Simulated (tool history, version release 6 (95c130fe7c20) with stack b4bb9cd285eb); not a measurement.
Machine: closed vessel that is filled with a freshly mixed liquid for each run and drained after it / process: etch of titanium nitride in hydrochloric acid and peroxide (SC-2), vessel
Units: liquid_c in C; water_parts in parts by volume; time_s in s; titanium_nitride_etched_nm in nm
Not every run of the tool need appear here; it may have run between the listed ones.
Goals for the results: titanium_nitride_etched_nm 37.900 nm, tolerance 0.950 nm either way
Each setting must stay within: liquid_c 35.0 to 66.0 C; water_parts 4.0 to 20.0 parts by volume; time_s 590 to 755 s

Run 1, hour 0.0: liquid_c 50.0 C, water_parts 11.0 parts by volume, time_s 755 s. Result: titanium_nitride_etched_nm 30.058 nm.
Run 2, hour 2.3: liquid_c 51.0 C, water_parts 11.0 parts by volume, time_s 755 s. Result: titanium_nitride_etched_nm 31.609 nm.
Run 3, hour 6.9: liquid_c 52.0 C, water_parts 11.0 parts by volume, time_s 755 s. Result: titanium_nitride_etched_nm 34.167 nm.
Run 4, hour 15.7: liquid_c 52.0 C, water_parts 14.5 parts by volume, time_s 755 s. Result: titanium_nitride_etched_nm 26.473 nm.
Run 5, hour 23.4: liquid_c 52.0 C, water_parts 16.5 parts by volume, time_s 755 s. Result: titanium_nitride_etched_nm 23.605 nm.
Run 6, hour 29.7: liquid_c 52.0 C, water_parts 16.5 parts by volume, time_s 755 s. Result: titanium_nitride_etched_nm 23.822 nm.
Run 7, hour 37.8: liquid_c 54.0 C, water_parts 16.5 parts by volume, time_s 755 s. Result: titanium_nitride_etched_nm 27.078 nm.
Run 8, hour 46.8: liquid_c 55.5 C, water_parts 16.5 parts by volume, time_s 755 s. Result: titanium_nitride_etched_nm 29.876 nm.

Below are 4 possible settings for the next run. Only one of them brings all results inside the allowed miss of their targets. Which is it?
Run A, hour 55.8: liquid_c 56.0 C, water_parts 17.5 parts by volume, time_s 590 s. Result: titanium_nitride_etched_nm ?.
Run B, hour 55.8: liquid_c 55.5 C, water_parts 16.0 parts by volume, time_s 600 s. Result: titanium_nitride_etched_nm ?.
Run C, hour 55.8: liquid_c 60.0 C, water_parts 16.0 parts by volume, time_s 755 s. Result: titanium_nitride_etched_nm ?.
Run D, hour 55.8: liquid_c 61.5 C, water_parts 19.5 parts by volume, time_s 755 s. Result: titanium_nitride_etched_nm ?.

move  titanium_nitride_etched_nm
   A                      22.944
   B                      24.477
   C                      41.005
   D                      37.701
A: further off than the last run
B: further off than the last run
C: pushes the last run's worst result past its target
D: all results in spec
The move that meets every target is D.

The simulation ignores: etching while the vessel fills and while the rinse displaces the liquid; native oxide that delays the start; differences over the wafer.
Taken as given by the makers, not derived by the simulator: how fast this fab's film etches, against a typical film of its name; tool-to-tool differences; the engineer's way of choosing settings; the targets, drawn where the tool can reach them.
